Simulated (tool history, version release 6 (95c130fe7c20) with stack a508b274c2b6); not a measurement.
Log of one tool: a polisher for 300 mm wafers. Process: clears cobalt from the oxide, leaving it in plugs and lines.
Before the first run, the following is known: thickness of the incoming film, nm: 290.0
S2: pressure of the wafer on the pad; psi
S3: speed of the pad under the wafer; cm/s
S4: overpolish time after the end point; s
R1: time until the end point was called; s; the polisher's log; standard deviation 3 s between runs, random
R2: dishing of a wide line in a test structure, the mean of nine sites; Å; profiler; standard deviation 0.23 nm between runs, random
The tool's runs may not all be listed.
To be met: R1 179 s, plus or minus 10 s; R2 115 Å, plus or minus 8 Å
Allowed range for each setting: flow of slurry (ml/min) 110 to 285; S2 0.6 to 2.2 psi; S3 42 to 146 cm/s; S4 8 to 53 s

{"run": 1, "hour": 0.0, "flow of slurry (ml/min)": 180, "S2": 1.4, "S3": 94, "S4": 27, "R1": 92.454, "R2": 187.77}
{"run": 2, "hour": 3.0, "flow of slurry (ml/min)": 160, "S2": 1.2, "S3": 92, "S4": 22, "R1": 111.99, "R2": 182.42}
{"run": 3, "hour": 8.1, "flow of slurry (ml/min)": 160, "S2": 1.2, "S3": 92, "S4": 13, "R1": 112.64, "R2": 165.76}
{"run": 4, "hour": 12.3, "flow of slurry (ml/min)": 160, "S2": 1.2, "S3": 92, "S4": 9, "R1": 112.6, "R2": 142.21}
{"run": 5, "hour": 17.0, "flow of slurry (ml/min)": 195, "S2": 1.2, "S3": 78, "S4": 9, "R1": 121.03, "R2": 131.34}
{"run": 6, "hour": 20.5, "flow of slurry (ml/min)": 205, "S2": 1.1, "S3": 74, "S4": 9, "R1": 138.57, "R2": 128.83}
{"run": 7, "hour": 22.4, "flow of slurry (ml/min)": 215, "S2": 1, "S3": 72, "S4": 9, "R1": 144.45, "R2": 126.04}
{"run": 8, "hour": 26.7, "flow of slurry (ml/min)": 225, "S2": 0.9, "S3": 70, "S4": 9, "R1": 162.8, "R2": 114.97}

Which of these 5 next moves meets every target?
{"run": "A", "hour": 31.0, "flow of slurry (ml/min)": 210, "S2": 0.8, "S3": 60, "S4": 10, "R1": "?", "R2": "?"}
{"run": "B", "hour": 31.0, "flow of slurry (ml/min)": 260, "S2": 1, "S3": 66, "S4": 8, "R1": "?", "R2": "?"}
{"run": "C", "hour": 31.0, "flow of slurry (ml/min)": 195, "S2": 0.7, "S3": 76, "S4": 10, "R1": "?", "R2": "?"}
{"run": "D", "hour": 31.0, "flow of slurry (ml/min)": 225, "S2": 1.2, "S3": 72, "S4": 8, "R1": "?", "R2": "?"}
{"run": "E", "hour": 31.0, "flow of slurry (ml/min)": 220, "S2": 1.2, "S3": 64, "S4": 8, "R1": "?", "R2": "?"}

move=A R1=203.24 R2=107.01
move=B R1=156.16 R2=109.45
move=C R1=180.66 R2=115.14
move=D R1=130.48 R2=121.9
move=E R1=145.61 R2=114.25
A: pushes the last run's worst result past its target
B: the biggest miss grows against the last run
C: in spec on every target
D: the biggest miss grows against the last run
E: the biggest miss grows against the last run
Move C is the one to make.

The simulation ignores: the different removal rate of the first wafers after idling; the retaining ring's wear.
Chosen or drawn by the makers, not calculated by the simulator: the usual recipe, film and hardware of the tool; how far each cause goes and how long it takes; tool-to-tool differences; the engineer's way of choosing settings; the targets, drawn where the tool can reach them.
